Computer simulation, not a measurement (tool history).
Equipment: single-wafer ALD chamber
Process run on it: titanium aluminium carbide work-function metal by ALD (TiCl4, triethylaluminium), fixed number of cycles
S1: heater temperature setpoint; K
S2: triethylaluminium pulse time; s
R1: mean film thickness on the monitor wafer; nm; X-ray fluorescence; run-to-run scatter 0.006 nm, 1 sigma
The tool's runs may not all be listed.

run    day      S1     S2      R1
  1  0.000  568.15  15.16  1.9836
  2  0.225  579.15  15.16  2.0740
  3  0.342  569.15  12.49  1.9599
  4  0.367  563.15  11.35  1.9095
  5  0.504  571.15  11.35  1.9734
  6  0.592  564.15  10.25  1.9001

Predict the results of run 7:
  7  0.746  559.15  9.49   ?

R1: 1.8294 nm
